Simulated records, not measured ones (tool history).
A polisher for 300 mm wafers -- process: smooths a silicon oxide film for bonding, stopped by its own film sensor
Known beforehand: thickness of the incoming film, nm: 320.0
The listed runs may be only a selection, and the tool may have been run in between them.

run  hour  flow of slurry (ml/min)  pressure of the wafer on the pad (psi)  speed of the pad under the wafer (m/s)  abrasive content of the slurry  target thickness at which the film sensor stops the polish (Å)  time until the film sensor stopped the polish (s)
  1   0.0                      255                                     2.4                                    1.14                             1.0                                                            2460                                             72.048
  2   6.4                      255                                     2.4                                    0.90                             1.0                                                            2460                                             86.839
  3   8.7                      255                                     2.4                                    0.66                             1.0                                                            2460                                            111.030
  4  13.2                      255                                     2.4                                    0.52                             1.0                                                            2460                                            130.660
  5  17.2                      255                                     2.8                                    0.64                             1.0                                                            2460                                             93.220
  6  24.3                      255                                     3.0                                    0.68                             1.0                                                            2460                                             86.915

Run 7 is up next; what results do you expect?
  7  33.0                      255                                     3.2                                    0.76                             1.0                                                            2460                                                  ?

{"run 7": {"time until the film sensor stopped the polish (s)": 71.621}}
